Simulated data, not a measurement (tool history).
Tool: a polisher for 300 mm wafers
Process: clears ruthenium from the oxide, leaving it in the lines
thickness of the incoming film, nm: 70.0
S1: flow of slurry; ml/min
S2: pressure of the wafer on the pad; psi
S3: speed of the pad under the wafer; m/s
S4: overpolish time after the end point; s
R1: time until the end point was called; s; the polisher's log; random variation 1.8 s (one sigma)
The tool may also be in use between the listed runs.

run	hour	S1	S2	S3	S4	R1
1	0.0	315	1.4	0.96	5	89.559
2	1.5	315	1.2	0.92	5	108.920
3	6.6	315	0.9	0.92	5	142.770
4	7.8	315	0.8	0.92	5	162.320
5	10.0	280	0.8	0.92	5	163.800
6	12.7	270	0.8	0.92	5	159.750
# hour 13.3: worn pad replaced by a new one
7	13.3	270	0.7	0.92	5	170.220

Forecast run 8:
8	21.3	270	0.6	0.92	5	?

{"run 8": {"R1": 194.96}}
